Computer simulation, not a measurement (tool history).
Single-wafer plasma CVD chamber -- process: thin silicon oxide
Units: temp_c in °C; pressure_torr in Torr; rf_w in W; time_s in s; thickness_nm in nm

run 1 hour=0.0 | temp_c=390 pressure_torr=0.610 rf_w=340 time_s=8.6 | thickness_nm=13.511
run 2 hour=8.7 | temp_c=390 pressure_torr=0.583 rf_w=340 time_s=8.6 | thickness_nm=12.844
run 3 hour=15.3 | temp_c=390 pressure_torr=0.561 rf_w=340 time_s=8.6 | thickness_nm=12.439
run 4 hour=17.7 | temp_c=390 pressure_torr=0.541 rf_w=340 time_s=8.6 | thickness_nm=11.921
run 5 hour=26.0 | temp_c=390 pressure_torr=0.526 rf_w=340 time_s=8.6 | thickness_nm=11.624
run 6 hour=32.5 | temp_c=390 pressure_torr=0.513 rf_w=340 time_s=8.6 | thickness_nm=11.389
-- hour=40.4 RF generator calibrated
run 7 hour=40.4 | temp_c=390 pressure_torr=0.501 rf_w=340 time_s=8.6 | thickness_nm=11.387
run 8 hour=44.6 | temp_c=390 pressure_torr=0.487 rf_w=340 time_s=8.6 | thickness_nm=10.997
run 9 hour=49.9 | temp_c=390 pressure_torr=0.478 rf_w=340 time_s=8.6 | thickness_nm=10.790

For run 10, what comes out?
run 10 hour=51.8 | temp_c=390 pressure_torr=0.471 rf_w=340 time_s=8.6 | thickness_nm=?

thickness_nm: 10.633 nm

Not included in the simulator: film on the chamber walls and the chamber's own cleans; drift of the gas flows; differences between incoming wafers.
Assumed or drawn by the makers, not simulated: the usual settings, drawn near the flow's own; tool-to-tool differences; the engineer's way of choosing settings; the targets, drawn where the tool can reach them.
